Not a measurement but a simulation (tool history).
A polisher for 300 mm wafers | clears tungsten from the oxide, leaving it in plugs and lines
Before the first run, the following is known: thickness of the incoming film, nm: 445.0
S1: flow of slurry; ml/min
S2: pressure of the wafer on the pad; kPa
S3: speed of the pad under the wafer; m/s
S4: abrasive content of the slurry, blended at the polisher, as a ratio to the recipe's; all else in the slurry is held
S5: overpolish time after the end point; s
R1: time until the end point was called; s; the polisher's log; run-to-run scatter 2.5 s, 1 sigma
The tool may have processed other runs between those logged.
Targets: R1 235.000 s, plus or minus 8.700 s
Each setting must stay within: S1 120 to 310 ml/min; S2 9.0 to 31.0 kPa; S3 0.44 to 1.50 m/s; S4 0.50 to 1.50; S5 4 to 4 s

run 1 hour=0.0 | S1=200 S2=20.0 S3=0.96 S4=1.00 S5=4 | R1=105.890
run 2 hour=4.3 | S1=200 S2=20.0 S3=1.10 S4=1.00 S5=4 | R1=92.745
run 3 hour=12.3 | S1=200 S2=20.0 S3=0.90 S4=1.00 S5=4 | R1=110.030
run 4 hour=20.6 | S1=195 S2=16.5 S3=0.84 S4=1.00 S5=4 | R1=139.010
run 5 hour=21.6 | S1=195 S2=16.5 S3=0.84 S4=1.00 S5=4 | R1=142.450
run 6 hour=22.2 | S1=195 S2=16.5 S3=0.84 S4=1.15 S5=4 | R1=135.200
run 7 hour=30.0 | S1=195 S2=14.5 S3=0.78 S4=1.15 S5=4 | R1=165.540
run 8 hour=37.2 | S1=195 S2=13.1 S3=0.76 S4=1.15 S5=4 | R1=185.850
run 9 hour=42.6 | S1=195 S2=11.7 S3=0.76 S4=1.15 S5=4 | R1=206.490
run 10 hour=50.5 | S1=195 S2=11.0 S3=0.76 S4=1.15 S5=4 | R1=217.110
run 11 hour=56.3 | S1=195 S2=11.0 S3=0.76 S4=1.15 S5=4 | R1=217.830

Below are 4 possible settings for the next run. Only one of them brings all results inside the allowed miss of their targets. Which is it?
run A hour=62.1 | S1=200 S2=12.4 S3=0.80 S4=1.15 S5=4 | R1=?
run B hour=62.1 | S1=180 S2=11.7 S3=0.82 S4=1.00 S5=4 | R1=?
run C hour=62.1 | S1=195 S2=11.7 S3=0.82 S4=1.15 S5=4 | R1=?
run D hour=62.1 | S1=180 S2=11.0 S3=0.72 S4=1.05 S5=4 | R1=?

move=A R1=183.520
move=B R1=199.510
move=C R1=189.760
move=D R1=235.020
A: moves away from the targets compared with the last run
B: moves away from the targets compared with the last run
C: moves away from the targets compared with the last run
D: every result within its allowed miss
So the answer is move D, the one that meets all the targets.
